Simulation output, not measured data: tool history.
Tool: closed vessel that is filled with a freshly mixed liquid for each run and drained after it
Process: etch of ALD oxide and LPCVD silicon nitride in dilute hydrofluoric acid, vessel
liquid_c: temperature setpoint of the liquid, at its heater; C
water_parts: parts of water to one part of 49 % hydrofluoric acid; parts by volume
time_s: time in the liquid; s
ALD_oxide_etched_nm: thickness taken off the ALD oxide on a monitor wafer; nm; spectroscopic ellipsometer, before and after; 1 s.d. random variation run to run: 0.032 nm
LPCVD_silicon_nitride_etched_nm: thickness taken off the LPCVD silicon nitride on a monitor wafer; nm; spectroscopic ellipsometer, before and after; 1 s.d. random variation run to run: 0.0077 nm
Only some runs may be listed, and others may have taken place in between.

run,day,liquid_c,water_parts,time_s,ALD_oxide_etched_nm,LPCVD_silicon_nitride_etched_nm
1,0.000,20.0,225,500,29.6420,0.76056
2,0.238,20.0,265,410,19.8340,0.50256
3,0.433,23.0,265,410,22.1700,0.71305
4,0.612,23.0,210,410,29.6400,0.84350
5,0.746,23.0,150,410,43.5080,1.18790
6,1.029,23.0,150,485,52.1000,1.33710
7,1.175,22.0,210,420,29.0210,0.83106
8,1.396,21.0,255,370,19.6730,0.56039
9,1.492,20.5,290,320,14.1050,0.42645
10,1.562,20.0,315,290,11.3720,0.33508

Run 11 comes next. What will it give?
11,1.912,20.0,335,255,?,?

Run 11 gave ALD_oxide_etched_nm 9.2121 nm, LPCVD_silicon_nitride_etched_nm 0.26920 nm.
